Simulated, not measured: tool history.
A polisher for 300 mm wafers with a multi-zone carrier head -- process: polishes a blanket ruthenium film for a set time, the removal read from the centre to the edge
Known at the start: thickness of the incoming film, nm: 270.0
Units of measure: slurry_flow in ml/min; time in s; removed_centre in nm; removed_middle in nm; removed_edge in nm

run,day,slurry_flow,centre_zone,middle_zone,edge_zone,time,removed_centre,removed_middle,removed_edge
1,0,310,1,1,1,39,43.155,42.749,41.805
2,0.058,305,0.98,1,0.99,38,39.942,41.358,40.684
3,0.367,305,0.97,1,0.98,37,39.382,40.633,39.97
4,0.417,305,0.96,1,0.97,36,38.199,39.679,38.384
5,0.646,300,0.95,1,0.96,35,36.15,39.024,36.608
6,0.908,300,0.95,1,0.96,40,40.281,43.913,42.035

Run 7 has not been measured yet. What should we expect?
7,0.942,270,0.85,0.93,0.86,29,?,?,?

{"run 7": {"removed_centre": 27.27, "removed_middle": 29.365, "removed_edge": 28.76}}
